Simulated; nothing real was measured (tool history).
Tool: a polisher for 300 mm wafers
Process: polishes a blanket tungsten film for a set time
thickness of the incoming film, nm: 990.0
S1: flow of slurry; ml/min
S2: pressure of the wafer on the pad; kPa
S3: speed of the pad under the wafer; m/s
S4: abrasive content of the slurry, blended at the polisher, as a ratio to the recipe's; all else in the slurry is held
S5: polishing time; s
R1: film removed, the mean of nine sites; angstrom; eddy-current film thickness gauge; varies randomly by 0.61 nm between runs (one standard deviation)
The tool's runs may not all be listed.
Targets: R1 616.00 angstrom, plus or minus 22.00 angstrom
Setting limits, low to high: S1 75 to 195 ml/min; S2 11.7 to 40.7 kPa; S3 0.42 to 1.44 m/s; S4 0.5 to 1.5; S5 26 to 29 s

run 1 hour=0.0 | S1=125 S2=26.2 S3=0.92 S4=1.0 S5=29 | R1=1169.40
run 2 hour=1.8 | S1=125 S2=26.2 S3=1.00 S4=1.0 S5=29 | R1=1234.70
run 3 hour=7.2 | S1=125 S2=26.2 S3=1.00 S4=1.0 S5=26 | R1=1115.00
run 4 hour=10.9 | S1=125 S2=26.2 S3=1.00 S4=1.1 S5=26 | R1=1146.10
run 5 hour=15.6 | S1=120 S2=22.8 S3=0.98 S4=1.1 S5=26 | R1=972.61
-- hour=22.6 head pressure recalibrated
run 6 hour=22.6 | S1=120 S2=17.2 S3=0.98 S4=1.1 S5=26 | R1=835.30
run 7 hour=27.0 | S1=115 S2=15.9 S3=0.96 S4=1.1 S5=26 | R1=751.07
run 8 hour=27.6 | S1=85 S2=11.7 S3=0.96 S4=1.1 S5=26 | R1=509.23
run 9 hour=36.4 | S1=90 S2=11.7 S3=0.96 S4=1.1 S5=26 | R1=517.80
run 10 hour=37.6 | S1=95 S2=11.7 S3=0.96 S4=1.1 S5=26 | R1=524.85
run 11 hour=40.5 | S1=100 S2=11.7 S3=0.96 S4=1.1 S5=26 | R1=543.68
run 12 hour=43.8 | S1=105 S2=11.7 S3=0.96 S4=1.1 S5=26 | R1=546.26

Which of these 4 next moves meets every target?
run A hour=47.1 | S1=100 S2=11.7 S3=0.90 S4=1.1 S5=26 | R1=?
run B hour=47.1 | S1=85 S2=11.7 S3=0.82 S4=1.1 S5=26 | R1=?
run C hour=47.1 | S1=105 S2=12.4 S3=0.92 S4=0.8 S5=26 | R1=?
run D hour=47.1 | S1=120 S2=11.7 S3=1.02 S4=1.1 S5=27 | R1=?

move=A R1=518.69
move=B R1=460.36
move=C R1=511.74
move=D R1=621.57
A: the biggest miss grows against the last run
B: the biggest miss grows against the last run
C: the biggest miss grows against the last run
D: every result within its allowed miss
Move D is the one to make.

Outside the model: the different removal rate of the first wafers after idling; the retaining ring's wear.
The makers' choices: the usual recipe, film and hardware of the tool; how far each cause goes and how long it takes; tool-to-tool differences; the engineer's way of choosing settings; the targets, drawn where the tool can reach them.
